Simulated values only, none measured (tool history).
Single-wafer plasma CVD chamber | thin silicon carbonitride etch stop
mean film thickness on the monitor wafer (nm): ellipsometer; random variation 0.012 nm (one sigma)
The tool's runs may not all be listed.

run	hour	RF power (kW)	deposition time (s)	mean film thickness on the monitor wafer (nm)
1	0.0	0.195	7.72	3.9425
2	2.8	0.195	7.11	3.6419
3	7.9	0.195	8.21	4.1937
4	11.7	0.190	8.02	4.0771
5	19.5	0.190	7.24	3.6415
6	20.1	0.190	6.72	3.4111

Predict the results of run 7:
# hour 24.3: thermocouple changed; heater temperature recalibrated
7	24.3	0.185	6.71	?

{"run 7": {"mean film thickness on the monitor wafer (nm)": 3.353}}

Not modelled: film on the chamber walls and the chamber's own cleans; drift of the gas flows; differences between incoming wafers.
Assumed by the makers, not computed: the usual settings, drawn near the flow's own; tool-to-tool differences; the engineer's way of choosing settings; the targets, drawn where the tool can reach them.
